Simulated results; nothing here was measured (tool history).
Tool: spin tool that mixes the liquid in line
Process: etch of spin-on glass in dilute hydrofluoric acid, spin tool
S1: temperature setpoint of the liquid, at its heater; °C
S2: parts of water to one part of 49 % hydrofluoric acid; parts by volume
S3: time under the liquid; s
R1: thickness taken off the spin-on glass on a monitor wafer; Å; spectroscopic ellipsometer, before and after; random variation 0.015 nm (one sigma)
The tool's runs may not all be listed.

run	hour	S1	S2	S3	R1
1	0.0	22.0	210	30	34.680
2	3.4	21.0	225	30	30.430
3	6.9	21.0	170	30	42.784
4	14.4	20.0	195	30	35.633
5	21.9	19.5	215	30	30.338
6	28.3	19.5	215	30	30.831
7	35.3	19.0	230	30	27.681
# hour 35.9: thermometer replaced
8	35.9	18.5	240	30	26.842
9	42.1	18.0	250	30	25.190
10	47.6	18.0	260	30	23.748

Run 11 comes next. What will it give?
11	54.6	18.0	260	30	?

{"run 11": {"R1": 24.145}}
